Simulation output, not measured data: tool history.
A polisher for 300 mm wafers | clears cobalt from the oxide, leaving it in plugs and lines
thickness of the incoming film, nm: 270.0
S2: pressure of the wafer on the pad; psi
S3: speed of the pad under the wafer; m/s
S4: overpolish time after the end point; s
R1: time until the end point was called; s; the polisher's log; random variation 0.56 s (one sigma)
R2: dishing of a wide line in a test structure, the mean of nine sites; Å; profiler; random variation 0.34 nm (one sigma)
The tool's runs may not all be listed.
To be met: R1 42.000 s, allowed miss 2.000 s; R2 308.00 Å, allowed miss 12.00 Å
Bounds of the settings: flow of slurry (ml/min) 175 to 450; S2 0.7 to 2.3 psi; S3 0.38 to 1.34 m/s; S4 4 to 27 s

run 1 hour=0.0 | flow_of_slurry_(ml/min)=290 S2=1.5 S3=0.86 S4=14 | R1=66.888 R2=364.82
run 2 hour=7.0 | flow_of_slurry_(ml/min)=290 S2=1.5 S3=1.00 S4=14 | R1=60.360 R2=390.49
run 3 hour=15.5 | flow_of_slurry_(ml/min)=290 S2=1.6 S3=1.00 S4=13 | R1=55.886 R2=386.98
run 4 hour=24.5 | flow_of_slurry_(ml/min)=290 S2=1.6 S3=1.00 S4=12 | R1=56.396 R2=364.11
run 5 hour=29.3 | flow_of_slurry_(ml/min)=290 S2=1.6 S3=1.12 S4=12 | R1=51.808 R2=388.80
run 6 hour=31.3 | flow_of_slurry_(ml/min)=290 S2=1.6 S3=1.12 S4=11 | R1=51.568 R2=364.06
run 7 hour=32.1 | flow_of_slurry_(ml/min)=290 S2=1.9 S3=1.12 S4=5 | R1=43.788 R2=225.08
run 8 hour=38.9 | flow_of_slurry_(ml/min)=290 S2=1.9 S3=1.14 S4=5 | R1=43.017 R2=235.87
run 9 hour=44.3 | flow_of_slurry_(ml/min)=290 S2=1.9 S3=1.16 S4=5 | R1=42.737 R2=232.26
run 10 hour=46.5 | flow_of_slurry_(ml/min)=290 S2=1.9 S3=1.18 S4=5 | R1=41.382 R2=234.44
run 11 hour=51.0 | flow_of_slurry_(ml/min)=290 S2=1.9 S3=1.20 S4=5 | R1=42.208 R2=235.82
run 12 hour=54.2 | flow_of_slurry_(ml/min)=290 S2=1.9 S3=1.22 S4=5 | R1=40.579 R2=240.82

Which of these 5 next moves meets every target?
run A hour=57.4 | flow_of_slurry_(ml/min)=415 S2=2.2 S3=0.94 S4=7 | R1=? R2=?
run B hour=57.4 | flow_of_slurry_(ml/min)=320 S2=1.8 S3=1.22 S4=8 | R1=? R2=?
run C hour=57.4 | flow_of_slurry_(ml/min)=285 S2=1.9 S3=1.08 S4=7 | R1=? R2=?
run D hour=57.4 | flow_of_slurry_(ml/min)=260 S2=2.0 S3=1.08 S4=6 | R1=? R2=?
run E hour=57.4 | flow_of_slurry_(ml/min)=265 S2=2.2 S3=1.20 S4=6 | R1=? R2=?

move=A R1=42.532 R2=304.99
move=B R1=42.447 R2=336.84
move=C R1=44.873 R2=292.94
move=D R1=42.939 R2=269.00
move=E R1=35.805 R2=308.90
A: meets every target
B: takes the result that was furthest off past its target
C: nearer than the last run, and not there yet
D: nearer than the last run, and not there yet
E: brings the result that was furthest off to its target, and leaves another outside
The right move is A.

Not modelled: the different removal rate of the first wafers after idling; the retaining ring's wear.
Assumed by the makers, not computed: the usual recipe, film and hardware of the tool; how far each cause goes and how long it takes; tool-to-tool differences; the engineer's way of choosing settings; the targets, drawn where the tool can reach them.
